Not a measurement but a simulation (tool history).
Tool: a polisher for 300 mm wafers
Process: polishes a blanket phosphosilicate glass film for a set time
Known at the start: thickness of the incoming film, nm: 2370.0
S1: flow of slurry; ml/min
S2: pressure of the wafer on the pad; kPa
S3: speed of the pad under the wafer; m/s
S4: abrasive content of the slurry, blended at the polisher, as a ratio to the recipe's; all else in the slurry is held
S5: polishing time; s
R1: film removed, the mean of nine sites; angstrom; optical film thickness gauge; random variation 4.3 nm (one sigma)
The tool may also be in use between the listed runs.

| run | hour | S1 | S2 | S3 | S4 | S5 | R1 |
|---|---|---|---|---|---|---|---|
| 1 | 0 | 305 | 25.5 | 0.84 | 1 | 74 | 7118 |
| 2 | 5 | 305 | 25.5 | 0.84 | 0.8 | 74 | 6387.4 |
| 3 | 11.8 | 240 | 25.5 | 0.84 | 0.8 | 74 | 6132.3 |
| 4 | 15.8 | 240 | 24.1 | 0.84 | 0.8 | 74 | 5812 |
| 5 | 18.2 | 240 | 22.8 | 0.84 | 0.8 | 74 | 5638.3 |
| 6 | 23.9 | 240 | 22.8 | 0.84 | 0.8 | 74 | 5449.7 |

The next listed run, before its measurement:
| 7 | 31.7 | 240 | 21.4 | 0.84 | 0.8 | 74 | ? |

R1: 5221.4 angstrom
